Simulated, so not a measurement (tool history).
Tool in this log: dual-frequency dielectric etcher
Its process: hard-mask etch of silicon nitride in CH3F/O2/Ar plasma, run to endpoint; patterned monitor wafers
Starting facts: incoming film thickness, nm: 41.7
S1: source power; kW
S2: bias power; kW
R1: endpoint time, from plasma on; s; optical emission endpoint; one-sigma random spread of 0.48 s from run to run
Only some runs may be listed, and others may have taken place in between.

| run | day | S1 | S2 | R1 |
|---|---|---|---|---|
| 1 | 0.000 | 0.380 | 0.092 | 53.104 |
| 2 | 0.058 | 0.440 | 0.092 | 49.201 |
| 3 | 0.246 | 0.440 | 0.108 | 47.564 |
| 4 | 0.583 | 0.440 | 0.100 | 48.656 |
| 5 | 0.646 | 0.440 | 0.091 | 49.469 |
| 6 | 0.854 | 0.470 | 0.091 | 49.121 |
| 7 | 0.979 | 0.440 | 0.087 | 49.777 |
| 8 | 1.262 | 0.410 | 0.085 | 52.144 |
| 9 | 1.367 | 0.390 | 0.083 | 54.030 |
| 10 | 1.504 | 0.380 | 0.082 | 54.755 |

Run 11 has not been measured yet. What should we expect?
| 11 | 1.592 | 0.370 | 0.081 | ? |

For run 11 the tool returned R1 54.491 s.
